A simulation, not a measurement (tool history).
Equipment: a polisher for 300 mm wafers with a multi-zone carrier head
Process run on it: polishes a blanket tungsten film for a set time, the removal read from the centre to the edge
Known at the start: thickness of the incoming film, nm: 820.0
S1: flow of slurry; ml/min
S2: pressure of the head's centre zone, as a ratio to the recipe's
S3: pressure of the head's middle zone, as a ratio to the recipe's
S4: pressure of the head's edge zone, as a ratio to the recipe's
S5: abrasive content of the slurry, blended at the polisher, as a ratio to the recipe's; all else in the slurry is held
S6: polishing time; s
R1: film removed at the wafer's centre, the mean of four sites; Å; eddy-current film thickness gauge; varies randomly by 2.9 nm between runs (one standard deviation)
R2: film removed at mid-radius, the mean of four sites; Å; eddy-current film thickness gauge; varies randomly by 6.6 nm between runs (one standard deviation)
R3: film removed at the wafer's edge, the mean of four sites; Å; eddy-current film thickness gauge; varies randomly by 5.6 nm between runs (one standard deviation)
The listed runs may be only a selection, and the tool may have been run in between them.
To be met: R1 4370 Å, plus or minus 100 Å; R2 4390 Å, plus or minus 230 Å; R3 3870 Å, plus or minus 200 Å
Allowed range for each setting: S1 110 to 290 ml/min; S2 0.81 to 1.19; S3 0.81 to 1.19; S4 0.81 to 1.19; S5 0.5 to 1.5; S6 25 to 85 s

{"run": 1, "hour": 0.0, "S1": 185, "S2": 1, "S3": 1, "S4": 1, "S5": 1, "S6": 55, "R1": 3277.1, "R2": 3417.7, "R3": 3194.3}
{"run": 2, "hour": 0.6, "S1": 185, "S2": 1, "S3": 1, "S4": 1, "S5": 1.15, "S6": 55, "R1": 3343.3, "R2": 3469.8, "R3": 3211.9}
{"run": 3, "hour": 3.5, "S1": 205, "S2": 1.04, "S3": 1.04, "S4": 1.05, "S5": 1.25, "S6": 56, "R1": 3595.3, "R2": 3760.3, "R3": 3459.1}
{"run": 4, "hour": 4.4, "S1": 205, "S2": 1.09, "S3": 1.04, "S4": 1.05, "S5": 1.25, "S6": 56, "R1": 3726, "R2": 3693.2, "R3": 3486.4}
{"run": 5, "hour": 11.1, "S1": 220, "S2": 1.12, "S3": 1.07, "S4": 1.05, "S5": 1.35, "S6": 57, "R1": 4024.8, "R2": 3949.3, "R3": 3642.1}
{"run": 6, "hour": 14.1, "S1": 230, "S2": 1.13, "S3": 1.09, "S4": 1.06, "S5": 1.4, "S6": 57, "R1": 4163, "R2": 4035.5, "R3": 3534.8}
{"run": 7, "hour": 18.3, "S1": 225, "S2": 1.12, "S3": 1.1, "S4": 1.08, "S5": 1.45, "S6": 58, "R1": 4207.3, "R2": 4275.7, "R3": 3768.6}
{"run": 8, "hour": 23.2, "S1": 230, "S2": 1.13, "S3": 1.1, "S4": 1.09, "S5": 1.45, "S6": 58, "R1": 4217.9, "R2": 4135.3, "R3": 3630.9}

Exactly one of the 4 candidate moves below puts every result within its allowed miss. Which one?
{"run": "A", "hour": 28.1, "S1": 255, "S2": 1.14, "S3": 1.19, "S4": 0.97, "S5": 1.25, "S6": 56, "R1": "?", "R2": "?", "R3": "?"}
{"run": "B", "hour": 28.1, "S1": 285, "S2": 1.12, "S3": 1.11, "S4": 1.09, "S5": 1.25, "S6": 60, "R1": "?", "R2": "?", "R3": "?"}
{"run": "C", "hour": 28.1, "S1": 230, "S2": 1.16, "S3": 1.08, "S4": 1.1, "S5": 1.5, "S6": 55, "R1": "?", "R2": "?", "R3": "?"}
{"run": "D", "hour": 28.1, "S1": 195, "S2": 1.14, "S3": 0.88, "S4": 1.15, "S5": 1.45, "S6": 61, "R1": "?", "R2": "?", "R3": "?"}

move=A R1=4100 R2=4244 R3=3367.6
move=B R1=4366.8 R2=4330.7 R3=3839.3
move=C R1=4171.4 R2=3910 R3=3585.6
move=D R1=4414.6 R2=3557.9 R3=3988.1
A: its largest miss is bigger than the last run's
B: in spec on every target
C: its largest miss is bigger than the last run's
D: the worst result of the last run now meets its target, but another is out of spec
The right move is B.

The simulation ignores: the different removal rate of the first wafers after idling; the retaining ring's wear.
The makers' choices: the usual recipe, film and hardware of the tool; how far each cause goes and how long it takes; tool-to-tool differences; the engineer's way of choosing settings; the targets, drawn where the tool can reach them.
